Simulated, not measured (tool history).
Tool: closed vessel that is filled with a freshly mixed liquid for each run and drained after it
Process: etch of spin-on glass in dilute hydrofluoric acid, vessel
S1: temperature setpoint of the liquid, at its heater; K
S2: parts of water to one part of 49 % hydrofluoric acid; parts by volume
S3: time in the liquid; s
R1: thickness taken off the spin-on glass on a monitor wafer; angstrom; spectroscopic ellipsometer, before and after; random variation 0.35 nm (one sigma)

run  hour      S1  S2  S3      R1
  1     0  297.15  55  30  274.46
  2   5.5  297.15  55  30  273.66
  3   8.7  299.65  50  30  335.29
  4  10.3  299.65  30  30  577.63
  5  12.9  299.65  30  30  585.36
  6  21.7  299.65  50  30  339.54
  7  27.9  301.15  45  30  406.36

Forecast run 8:
  8  34.5  302.15  45  30   ?

{"run 8": {"R1": 415.27}}
